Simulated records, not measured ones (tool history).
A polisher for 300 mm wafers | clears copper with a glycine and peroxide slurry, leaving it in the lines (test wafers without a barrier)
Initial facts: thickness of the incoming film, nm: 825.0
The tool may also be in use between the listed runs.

| run | hour | flow of slurry (ml/min) | pressure of the wafer on the pad (kPa) | speed of the pad under the wafer (m/s) | overpolish time after the end point (s) | time until the end point was called (s) | dishing of a wide line in a test structure (nm) |
|---|---|---|---|---|---|---|---|
| 1 | 0.0 | 135 | 19.3 | 1.10 | 21 | 171.92 | 62.585 |
| 2 | 5.8 | 135 | 21.4 | 1.10 | 21 | 163.90 | 68.029 |
| 3 | 11.4 | 160 | 21.4 | 1.10 | 21 | 153.91 | 67.216 |
| 4 | 19.5 | 160 | 17.9 | 1.10 | 21 | 179.99 | 59.134 |
| 5 | 21.1 | 160 | 14.5 | 1.10 | 21 | 211.51 | 52.669 |
| 6 | 22.9 | 160 | 14.5 | 1.10 | 16 | 214.40 | 42.663 |
| 7 | 28.1 | 170 | 20.0 | 1.16 | 15 | 156.76 | 51.255 |
| 8 | 31.4 | 170 | 20.0 | 1.16 | 15 | 161.25 | 52.720 |
| 9 | 40.0 | 170 | 21.4 | 1.16 | 15 | 146.04 | 55.165 |
| 10 | 47.2 | 170 | 22.1 | 1.16 | 15 | 143.18 | 56.127 |
|  | 48.6 | worn pad replaced by a new one |
| 11 | 48.6 | 175 | 24.8 | 1.18 | 15 | 111.79 | 68.209 |

Estimate the outcome of run 12 from the log above:
| 12 | 51.2 | 165 | 24.1 | 1.18 | 15 | ? | ? |

time until the end point was called (s): 118.61
dishing of a wide line in a test structure (nm): 66.161

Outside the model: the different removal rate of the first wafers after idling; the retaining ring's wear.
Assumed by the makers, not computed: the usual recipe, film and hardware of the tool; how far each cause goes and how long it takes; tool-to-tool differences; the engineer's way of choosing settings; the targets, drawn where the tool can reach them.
